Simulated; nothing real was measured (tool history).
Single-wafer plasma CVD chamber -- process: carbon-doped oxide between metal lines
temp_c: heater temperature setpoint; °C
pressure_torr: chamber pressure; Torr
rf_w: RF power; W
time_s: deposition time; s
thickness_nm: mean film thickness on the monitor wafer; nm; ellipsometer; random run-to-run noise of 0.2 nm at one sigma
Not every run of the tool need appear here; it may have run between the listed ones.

Run 1, hour 0.0: temp_c 340 °C, pressure_torr 6.77 Torr, rf_w 415 W, time_s 16.8 s. Result: thickness_nm 89.878 nm.
Run 2, hour 3.9: temp_c 341 °C, pressure_torr 6.72 Torr, rf_w 405 W, time_s 16.8 s. Result: thickness_nm 87.202 nm.
Run 3, hour 6.0: temp_c 341 °C, pressure_torr 6.72 Torr, rf_w 405 W, time_s 15.9 s. Result: thickness_nm 82.215 nm.
Run 4, hour 11.7: temp_c 336 °C, pressure_torr 6.72 Torr, rf_w 405 W, time_s 15.9 s. Result: thickness_nm 83.739 nm.
Run 5, hour 19.6: temp_c 336 °C, pressure_torr 6.72 Torr, rf_w 405 W, time_s 16.8 s. Result: thickness_nm 88.453 nm.
Run 6, hour 27.5: temp_c 336 °C, pressure_torr 6.72 Torr, rf_w 360 W, time_s 16.8 s. Result: thickness_nm 78.725 nm.
Run 7, hour 31.2: temp_c 337 °C, pressure_torr 6.66 Torr, rf_w 355 W, time_s 16.8 s. Result: thickness_nm 77.553 nm.
Run 8, hour 38.8: temp_c 338 °C, pressure_torr 6.59 Torr, rf_w 350 W, time_s 16.8 s. Result: thickness_nm 76.640 nm.

What does the tool deliver on the next run?
Run 9, hour 43.1: temp_c 339 °C, pressure_torr 6.55 Torr, rf_w 345 W, time_s 16.8 s. Result: thickness_nm ?.

{"run 9": {"thickness_nm": 75.169}}
